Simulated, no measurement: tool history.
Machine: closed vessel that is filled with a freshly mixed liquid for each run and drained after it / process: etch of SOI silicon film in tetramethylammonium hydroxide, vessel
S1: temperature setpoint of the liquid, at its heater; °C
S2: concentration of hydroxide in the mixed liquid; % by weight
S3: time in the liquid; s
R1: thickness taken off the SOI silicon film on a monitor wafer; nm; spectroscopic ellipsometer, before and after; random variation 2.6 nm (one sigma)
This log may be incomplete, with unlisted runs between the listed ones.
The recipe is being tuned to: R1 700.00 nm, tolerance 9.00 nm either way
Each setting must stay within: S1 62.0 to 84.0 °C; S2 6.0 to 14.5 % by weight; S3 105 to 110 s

run	hour	S1	S2	S3	R1
1	0.0	75.0	9.5	105	980.45
2	3.1	75.0	9.5	110	1026.10
3	9.2	72.5	9.5	110	885.50
4	12.4	72.0	9.5	110	861.29
5	16.7	72.0	9.5	110	865.19
6	25.5	72.0	9.5	105	822.39
7	33.4	68.5	9.5	105	670.76
8	39.2	69.0	9.5	105	690.75

Which of these 4 next moves meets every target?
A	45.0	69.0	10.0	105	?
B	45.0	70.5	11.5	105	?
C	45.0	68.0	8.5	105	?
D	45.0	68.5	9.0	105	?

move	R1
A	675.89
B	699.93
C	676.37
D	681.64
A: the biggest miss grows against the last run
B: each result inside its tolerance
C: the biggest miss grows against the last run
D: the biggest miss grows against the last run
Correct choice: B, which meets every target
